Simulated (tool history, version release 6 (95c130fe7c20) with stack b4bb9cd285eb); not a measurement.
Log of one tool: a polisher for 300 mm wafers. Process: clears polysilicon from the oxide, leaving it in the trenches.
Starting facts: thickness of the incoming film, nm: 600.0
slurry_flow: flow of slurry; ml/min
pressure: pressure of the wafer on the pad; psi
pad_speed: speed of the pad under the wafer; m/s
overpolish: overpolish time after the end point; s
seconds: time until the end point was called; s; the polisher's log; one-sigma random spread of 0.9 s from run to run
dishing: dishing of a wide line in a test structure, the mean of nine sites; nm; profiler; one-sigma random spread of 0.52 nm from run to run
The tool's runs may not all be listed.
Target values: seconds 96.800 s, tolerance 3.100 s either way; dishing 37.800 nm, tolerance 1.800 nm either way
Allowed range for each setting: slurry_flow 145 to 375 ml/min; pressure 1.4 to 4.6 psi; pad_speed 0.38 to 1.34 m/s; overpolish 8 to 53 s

{"run": 1, "hour": 0.0, "slurry_flow": 240, "pressure": 3.0, "pad_speed": 0.86, "overpolish": 27, "seconds": 40.206, "dishing": 68.46}
{"run": 2, "hour": 7.1, "slurry_flow": 240, "pressure": 2.7, "pad_speed": 0.8, "overpolish": 23, "seconds": 47.255, "dishing": 68.143}
{"run": 3, "hour": 9.1, "slurry_flow": 225, "pressure": 2.5, "pad_speed": 0.74, "overpolish": 20, "seconds": 55.548, "dishing": 66.256}
{"run": 4, "hour": 17.6, "slurry_flow": 210, "pressure": 2.4, "pad_speed": 0.7, "overpolish": 18, "seconds": 60.787, "dishing": 63.92}
{"run": 5, "hour": 19.8, "slurry_flow": 200, "pressure": 2.4, "pad_speed": 0.64, "overpolish": 16, "seconds": 67.161, "dishing": 59.709}
{"run": 6, "hour": 22.6, "slurry_flow": 190, "pressure": 2.4, "pad_speed": 0.6, "overpolish": 15, "seconds": 70.946, "dishing": 56.462}
{"run": 7, "hour": 24.5, "slurry_flow": 180, "pressure": 2.4, "pad_speed": 0.56, "overpolish": 14, "seconds": 78.923, "dishing": 52.179}
{"run": 8, "hour": 32.8, "slurry_flow": 175, "pressure": 2.5, "pad_speed": 0.52, "overpolish": 13, "seconds": 82.159, "dishing": 49.583}
{"run": 9, "hour": 40.2, "slurry_flow": 170, "pressure": 2.6, "pad_speed": 0.5, "overpolish": 12, "seconds": 81.95, "dishing": 48.785}
{"run": 10, "hour": 47.6, "slurry_flow": 165, "pressure": 2.6, "pad_speed": 0.48, "overpolish": 11, "seconds": 84.152, "dishing": 45.384}
{"run": 11, "hour": 53.9, "slurry_flow": 160, "pressure": 2.6, "pad_speed": 0.46, "overpolish": 10, "seconds": 88.046, "dishing": 43.217}
{"run": 12, "hour": 62.3, "slurry_flow": 155, "pressure": 2.6, "pad_speed": 0.44, "overpolish": 10, "seconds": 93.073, "dishing": 40.619}

Pick the move, out of 4, that brings all results within their allowed miss; only one does.
{"run": "A", "hour": 70.7, "slurry_flow": 145, "pressure": 2.3, "pad_speed": 0.48, "overpolish": 8, "seconds": "?", "dishing": "?"}
{"run": "B", "hour": 70.7, "slurry_flow": 205, "pressure": 2.6, "pad_speed": 0.4, "overpolish": 9, "seconds": "?", "dishing": "?"}
{"run": "C", "hour": 70.7, "slurry_flow": 145, "pressure": 2.9, "pad_speed": 0.42, "overpolish": 10, "seconds": "?", "dishing": "?"}
{"run": "D", "hour": 70.7, "slurry_flow": 225, "pressure": 3.0, "pad_speed": 0.38, "overpolish": 8, "seconds": "?", "dishing": "?"}

move=A seconds=95.851 dishing=33.982
move=B seconds=96.184 dishing=36.670
move=C seconds=88.974 dishing=41.091
move=D seconds=87.903 dishing=36.011
A: takes the biggest miss from the last run beyond its target
B: hits every target within its allowed miss
C: misses by more than the last run did
D: meets the target for the result that was furthest off, but another lies outside its allowed miss
So the answer is move B, the one that meets all the targets.
